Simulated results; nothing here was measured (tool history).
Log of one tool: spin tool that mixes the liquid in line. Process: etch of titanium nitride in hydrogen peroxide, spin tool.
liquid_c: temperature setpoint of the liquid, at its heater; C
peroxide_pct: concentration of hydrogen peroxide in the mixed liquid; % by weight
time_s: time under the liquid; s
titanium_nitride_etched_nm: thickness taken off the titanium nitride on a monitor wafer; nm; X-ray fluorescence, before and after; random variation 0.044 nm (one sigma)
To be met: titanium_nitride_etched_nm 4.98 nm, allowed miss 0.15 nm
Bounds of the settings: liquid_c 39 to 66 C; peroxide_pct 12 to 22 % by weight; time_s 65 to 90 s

{"run": 1, "hour": 0.0, "liquid_c": 55, "peroxide_pct": 15, "time_s": 90, "titanium_nitride_etched_nm": 11.527}
{"run": 2, "hour": 8.3, "liquid_c": 55, "peroxide_pct": 15, "time_s": 90, "titanium_nitride_etched_nm": 11.247}
{"run": 3, "hour": 16.2, "liquid_c": 55, "peroxide_pct": 15, "time_s": 90, "titanium_nitride_etched_nm": 11.49}
{"run": 4, "hour": 20.8, "liquid_c": 52.5, "peroxide_pct": 15, "time_s": 90, "titanium_nitride_etched_nm": 9.5317}
{"run": 5, "hour": 25.5, "liquid_c": 59.5, "peroxide_pct": 15, "time_s": 90, "titanium_nitride_etched_nm": 15.602}
{"run": 6, "hour": 27.3, "liquid_c": 56, "peroxide_pct": 15, "time_s": 90, "titanium_nitride_etched_nm": 12.229}
{"run": 7, "hour": 35.3, "liquid_c": 53.5, "peroxide_pct": 15, "time_s": 90, "titanium_nitride_etched_nm": 10.041}
{"run": 8, "hour": 39.0, "liquid_c": 51.5, "peroxide_pct": 15, "time_s": 90, "titanium_nitride_etched_nm": 8.8671}
{"run": 9, "hour": 42.4, "liquid_c": 50, "peroxide_pct": 15, "time_s": 90, "titanium_nitride_etched_nm": 7.9031}
{"run": 10, "hour": 49.0, "liquid_c": 48.5, "peroxide_pct": 15, "time_s": 90, "titanium_nitride_etched_nm": 7.0739}
{"run": 11, "hour": 57.5, "liquid_c": 47.5, "peroxide_pct": 15, "time_s": 90, "titanium_nitride_etched_nm": 6.497}
{"run": 12, "hour": 60.0, "liquid_c": 46.5, "peroxide_pct": 15, "time_s": 90, "titanium_nitride_etched_nm": 6.1543}
{"run": 13, "hour": 61.2, "liquid_c": 46, "peroxide_pct": 15, "time_s": 90, "titanium_nitride_etched_nm": 5.9947}
{"run": 14, "hour": 63.5, "liquid_c": 43, "peroxide_pct": 15, "time_s": 90, "titanium_nitride_etched_nm": 4.7726}

5 next moves are on the table. One of them brings every result within its allowed miss. Which?
{"run": "A", "hour": 65.8, "liquid_c": 43, "peroxide_pct": 14.5, "time_s": 85, "titanium_nitride_etched_nm": "?"}
{"run": "B", "hour": 65.8, "liquid_c": 45, "peroxide_pct": 16, "time_s": 80, "titanium_nitride_etched_nm": "?"}
{"run": "C", "hour": 65.8, "liquid_c": 47, "peroxide_pct": 17.5, "time_s": 65, "titanium_nitride_etched_nm": "?"}
{"run": "D", "hour": 65.8, "liquid_c": 44, "peroxide_pct": 13.5, "time_s": 85, "titanium_nitride_etched_nm": "?"}
{"run": "E", "hour": 65.8, "liquid_c": 44.5, "peroxide_pct": 12, "time_s": 80, "titanium_nitride_etched_nm": "?"}

move=A titanium_nitride_etched_nm=4.3992
move=B titanium_nitride_etched_nm=4.9116
move=C titanium_nitride_etched_nm=4.7168
move=D titanium_nitride_etched_nm=4.672
move=E titanium_nitride_etched_nm=4.4536
A: further off than the last run
B: meets every target
C: further off than the last run
D: further off than the last run
E: further off than the last run
Answer: B
